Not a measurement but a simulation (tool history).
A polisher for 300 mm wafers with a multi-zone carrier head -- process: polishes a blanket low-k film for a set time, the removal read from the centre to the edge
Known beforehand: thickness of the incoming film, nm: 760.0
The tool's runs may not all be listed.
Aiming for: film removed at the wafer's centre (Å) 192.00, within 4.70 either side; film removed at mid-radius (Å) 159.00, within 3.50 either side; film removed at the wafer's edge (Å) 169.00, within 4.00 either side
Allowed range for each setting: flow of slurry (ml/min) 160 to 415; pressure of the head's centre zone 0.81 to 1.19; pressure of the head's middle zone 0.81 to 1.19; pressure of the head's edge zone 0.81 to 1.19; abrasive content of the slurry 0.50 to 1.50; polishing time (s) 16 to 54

| run | hour | flow of slurry (ml/min) | pressure of the head's centre zone | pressure of the head's middle zone | pressure of the head's edge zone | abrasive content of the slurry | polishing time (s) | film removed at the wafer's centre (Å) | film removed at mid-radius (Å) | film removed at the wafer's edge (Å) |
|---|---|---|---|---|---|---|---|---|---|---|
| 1 | 0.0 | 265 | 1.00 | 1.00 | 1.00 | 1.00 | 35 | 119.28 | 116.55 | 117.51 |
| 2 | 6.4 | 265 | 1.00 | 1.00 | 1.00 | 1.00 | 42 | 142.70 | 139.01 | 142.18 |
| 3 | 9.7 | 285 | 1.05 | 1.01 | 1.05 | 1.05 | 42 | 155.13 | 141.83 | 150.37 |
| 4 | 13.0 | 305 | 1.09 | 1.04 | 1.08 | 1.10 | 42 | 163.83 | 148.90 | 154.12 |
| 5 | 19.0 | 305 | 1.09 | 1.04 | 1.08 | 0.95 | 42 | 153.61 | 141.98 | 147.03 |
| 6 | 24.8 | 320 | 1.12 | 1.05 | 1.10 | 1.00 | 42 | 163.18 | 146.66 | 150.58 |
| 7 | 31.2 | 320 | 1.12 | 1.05 | 1.10 | 1.00 | 42 | 162.83 | 145.34 | 149.39 |
| 8 | 36.8 | 325 | 1.14 | 1.05 | 1.12 | 1.05 | 42 | 168.40 | 148.80 | 153.69 |

Which one of the following 5 next-run settings gets every result inside its allowed miss? There is exactly one.
| A | 42.4 | 315 | 1.12 | 1.04 | 1.18 | 1.00 | 46 | ? | ? | ? |
| B | 42.4 | 265 | 1.12 | 1.05 | 1.17 | 1.00 | 48 | ? | ? | ? |
| C | 42.4 | 315 | 1.02 | 0.98 | 1.08 | 1.40 | 45 | ? | ? | ? |
| D | 42.4 | 310 | 1.12 | 1.07 | 1.13 | 0.75 | 52 | ? | ? | ? |
| E | 42.4 | 345 | 1.17 | 1.00 | 1.09 | 1.10 | 46 | ? | ? | ? |

| move | film removed at the wafer's centre (Å) | film removed at mid-radius (Å) | film removed at the wafer's edge (Å) |
|---|---|---|---|
| A | 178.23 | 160.89 | 168.97 |
| B | 182.87 | 166.68 | 173.52 |
| C | 179.06 | 168.90 | 178.84 |
| D | 179.84 | 166.31 | 166.94 |
| E | 194.39 | 162.41 | 169.59 |
A: moves toward the targets from the last run without getting all of them in spec
B: moves toward the targets from the last run without getting all of them in spec
C: moves toward the targets from the last run without getting all of them in spec
D: moves toward the targets from the last run without getting all of them in spec
E: hits every target within its allowed miss
E meets every target.

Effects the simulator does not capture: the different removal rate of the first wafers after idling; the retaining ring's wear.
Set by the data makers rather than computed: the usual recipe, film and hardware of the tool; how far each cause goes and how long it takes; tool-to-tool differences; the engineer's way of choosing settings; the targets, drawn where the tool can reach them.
